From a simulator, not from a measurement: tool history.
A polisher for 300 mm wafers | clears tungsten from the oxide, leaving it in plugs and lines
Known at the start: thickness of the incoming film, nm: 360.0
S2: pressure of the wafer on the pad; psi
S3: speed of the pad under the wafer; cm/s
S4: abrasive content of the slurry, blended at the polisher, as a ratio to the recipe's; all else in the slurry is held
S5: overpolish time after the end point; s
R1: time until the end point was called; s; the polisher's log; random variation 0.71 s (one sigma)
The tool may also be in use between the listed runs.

{"run": 1, "day": 0.0, "flow of slurry (ml/min)": 175, "S2": 4.8, "S3": 84, "S4": 1, "S5": 48, "R1": 78.362}
{"run": 2, "day": 0.292, "flow of slurry (ml/min)": 175, "S2": 4.8, "S3": 84, "S4": 1.15, "S5": 48, "R1": 74.99}
{"run": 3, "day": 0.396, "flow of slurry (ml/min)": 175, "S2": 4.8, "S3": 84, "S4": 1.15, "S5": 48, "R1": 75.581}
{"run": 4, "day": 0.683, "flow of slurry (ml/min)": 175, "S2": 5, "S3": 84, "S4": 1.15, "S5": 48, "R1": 72.544}
{"run": 5, "day": 0.758, "flow of slurry (ml/min)": 150, "S2": 5, "S3": 84, "S4": 1.15, "S5": 48, "R1": 75.024}
{"run": 6, "day": 0.867, "flow of slurry (ml/min)": 150, "S2": 4, "S3": 84, "S4": 1.15, "S5": 48, "R1": 94.149}
{"run": 7, "day": 1.117, "flow of slurry (ml/min)": 165, "S2": 4.4, "S3": 84, "S4": 1.15, "S5": 48, "R1": 83.95}
{"run": 8, "day": 1.35, "flow of slurry (ml/min)": 180, "S2": 4.7, "S3": 84, "S4": 1.15, "S5": 48, "R1": 77.132}
{"run": 9, "day": 1.392, "flow of slurry (ml/min)": 190, "S2": 4.9, "S3": 84, "S4": 1.15, "S5": 48, "R1": 73.499}

The next listed run, before its measurement:
{"run": 10, "day": 1.479, "flow of slurry (ml/min)": 190, "S2": 4.9, "S3": 84, "S4": 1.15, "S5": 48, "R1": "?"}

R1: 73.078 s
